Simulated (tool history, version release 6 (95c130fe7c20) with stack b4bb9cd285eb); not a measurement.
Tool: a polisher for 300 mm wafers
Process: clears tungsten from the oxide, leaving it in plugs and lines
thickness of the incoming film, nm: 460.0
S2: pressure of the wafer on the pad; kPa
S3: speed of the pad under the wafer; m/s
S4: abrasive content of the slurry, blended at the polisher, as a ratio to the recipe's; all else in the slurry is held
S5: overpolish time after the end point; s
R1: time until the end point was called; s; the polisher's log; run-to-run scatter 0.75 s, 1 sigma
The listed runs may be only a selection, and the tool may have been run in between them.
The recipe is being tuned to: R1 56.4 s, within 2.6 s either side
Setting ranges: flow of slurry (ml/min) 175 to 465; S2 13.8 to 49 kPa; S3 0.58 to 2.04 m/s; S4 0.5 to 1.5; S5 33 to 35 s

run 1 hour=0 | flow_of_slurry_(ml/min)=295 S2=31 S3=1.3 S4=1 S5=33 | R1=69.843
run 2 hour=2.8 | flow_of_slurry_(ml/min)=230 S2=31 S3=1.3 S4=1 S5=33 | R1=72.602
run 3 hour=11.4 | flow_of_slurry_(ml/min)=175 S2=31 S3=1.3 S4=1 S5=33 | R1=75.149
run 4 hour=14.7 | flow_of_slurry_(ml/min)=180 S2=32.4 S3=1.3 S4=1 S5=33 | R1=71.358
run 5 hour=18.2 | flow_of_slurry_(ml/min)=180 S2=32.4 S3=1.3 S4=0.8 S5=33 | R1=73.193
run 6 hour=23.2 | flow_of_slurry_(ml/min)=185 S2=33.8 S3=1.3 S4=0.8 S5=33 | R1=70.249
run 7 hour=30.1 | flow_of_slurry_(ml/min)=190 S2=35.2 S3=1.3 S4=0.8 S5=33 | R1=68.07
run 8 hour=36.8 | flow_of_slurry_(ml/min)=190 S2=35.9 S3=1.3 S4=0.8 S5=33 | R1=67.095
run 9 hour=42.7 | flow_of_slurry_(ml/min)=190 S2=36.5 S3=1.3 S4=0.8 S5=33 | R1=65.119

Which single option among these 5 for the next run brings every result within its allowed miss of target? Just one does.
run A hour=48.6 | flow_of_slurry_(ml/min)=285 S2=35.2 S3=1.32 S4=0.85 S5=33 | R1=?
run B hour=48.6 | flow_of_slurry_(ml/min)=220 S2=45.5 S3=1.34 S4=0.85 S5=33 | R1=?
run C hour=48.6 | flow_of_slurry_(ml/min)=245 S2=32.4 S3=1.56 S4=0.7 S5=33 | R1=?
run D hour=48.6 | flow_of_slurry_(ml/min)=210 S2=37.9 S3=1.24 S4=0.85 S5=33 | R1=?
run E hour=48.6 | flow_of_slurry_(ml/min)=180 S2=37.9 S3=1.58 S4=0.6 S5=34 | R1=?

move=A R1=63.204
move=B R1=49.976
move=C R1=63.072
move=D R1=63.75
move=E R1=57.217
A: closer than the last run, but not yet in spec
B: takes the result that was furthest off past its target
C: closer than the last run, but not yet in spec
D: closer than the last run, but not yet in spec
E: every result lands within tolerance
So the answer is move E, the one that meets all the targets.

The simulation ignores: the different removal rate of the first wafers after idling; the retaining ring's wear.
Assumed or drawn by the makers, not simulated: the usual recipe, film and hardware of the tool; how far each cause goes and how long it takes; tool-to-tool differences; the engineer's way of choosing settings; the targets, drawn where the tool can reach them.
